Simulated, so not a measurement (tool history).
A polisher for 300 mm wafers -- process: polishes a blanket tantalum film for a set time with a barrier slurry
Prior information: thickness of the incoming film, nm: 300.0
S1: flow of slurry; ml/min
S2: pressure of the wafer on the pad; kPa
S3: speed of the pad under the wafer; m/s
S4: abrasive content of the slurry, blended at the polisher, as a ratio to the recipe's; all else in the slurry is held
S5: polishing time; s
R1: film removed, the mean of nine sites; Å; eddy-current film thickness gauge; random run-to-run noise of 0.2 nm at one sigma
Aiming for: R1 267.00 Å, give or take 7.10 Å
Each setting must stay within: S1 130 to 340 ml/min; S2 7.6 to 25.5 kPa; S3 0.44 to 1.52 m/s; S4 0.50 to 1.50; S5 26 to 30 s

run,hour,S1,S2,S3,S4,S5,R1
1,0.0,220,16.5,0.98,1.00,30,644.43
2,4.0,220,16.5,0.98,0.80,30,599.78
3,11.1,220,16.5,1.16,0.80,30,680.12
4,14.3,220,15.2,1.10,0.80,30,603.74
5,16.7,220,14.5,1.04,0.80,30,555.56
6,24.6,220,15.9,1.04,0.80,30,600.84
7,26.4,220,15.2,1.00,0.80,30,564.07
8,34.9,220,14.5,0.96,0.80,30,517.19
9,43.8,205,10.3,0.70,0.80,30,288.41
10,47.5,200,10.3,0.70,0.80,30,290.75
11,53.5,200,10.3,0.70,0.80,30,286.16
12,58.5,195,10.3,0.70,0.80,30,289.04

Of the 4 settings listed for the next run, only one would bring every result within its allowed miss of target. Which one?
A,63.5,180,13.1,0.48,0.75,30,?
B,63.5,145,14.5,0.60,0.85,29,?
C,63.5,215,11.0,0.78,0.85,29,?
D,63.5,145,9.0,0.76,0.80,29,?

move,R1
A,266.58
B,339.90
C,332.05
D,251.80
A: in spec on every target
B: further off than the last run
C: further off than the last run
D: pushes the last run's worst result past its target
So the answer is move A, the one that meets all the targets.
